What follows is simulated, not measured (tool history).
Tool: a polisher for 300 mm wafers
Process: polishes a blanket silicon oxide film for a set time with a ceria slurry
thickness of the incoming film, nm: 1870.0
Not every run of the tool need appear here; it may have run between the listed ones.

run    day  flow of slurry (ml/min)  pressure of the wafer on the pad (psi)  speed of the pad under the wafer (m/s)  polishing time (s)  film removed (nm)
  1      0                      295                                     2.4                                    1.36                  53             252.54
  2  0.188                      295                                     2.4                                    1.36                  56             268.15
  3  0.304                      235                                     2.4                                    1.36                  56             257.28
  4  0.354                      235                                     2.8                                    1.36                  56             298.52
  5  0.396                      235                                     2.5                                    1.36                  56             267.18
  6  0.612                      225                                     2.2                                    1.36                  56             233.88

Forecast run 7:
  7  0.933                      215                                       2                                    1.36                  56                  ?

film removed (nm): 213.27
